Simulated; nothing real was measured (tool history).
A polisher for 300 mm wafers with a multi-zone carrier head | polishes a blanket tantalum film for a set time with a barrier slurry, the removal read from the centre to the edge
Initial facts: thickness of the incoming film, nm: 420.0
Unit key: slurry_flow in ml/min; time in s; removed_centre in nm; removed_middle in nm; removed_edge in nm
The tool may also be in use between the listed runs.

run    day  slurry_flow  centre_zone  middle_zone  edge_zone  slurry_solids  time  removed_centre  removed_middle  removed_edge
  1      0          180            1            1          1              1    58          75.616          81.128        78.241
  2  0.246          180         1.04            1          1              1    58          80.216          82.325        78.568
  3  0.292          185         1.04         0.99       1.03            1.1    58          81.918          82.238        80.908
  4  0.558          185         1.04         0.99        1.1            1.1    58          82.109          84.215        84.335
  5  0.883          215         1.04         0.99        1.1            1.1    58           84.46          82.492        86.025
  6  0.967          215         1.04         0.95        1.1            1.1    58          83.905          80.523        85.417
  7  1.188          215         1.04         0.95        1.1            1.1    58          84.879          80.768        84.213
  8  1.454          225         1.04         0.96       1.12           1.15    58          84.933          81.615        87.314
  9  1.796          230         1.05         0.97       1.13            1.2    58          86.612          86.486        86.361
 10  1.883          225         1.04         0.96       1.13            1.2    60           88.31          86.519        88.797
 11  2.133          225         1.04         0.97       1.14           1.15    61          90.299          86.502        91.939
 12  2.217          225         1.04         0.97       1.15           1.15    62          91.068          90.006        94.387

Run 13 is up next; what results do you expect?
 13  2.412          230         1.04         0.97       1.16           1.15    63               ?               ?             ?

{"run 13": {"removed_centre": 93.502, "removed_middle": 89.902, "removed_edge": 97.205}}
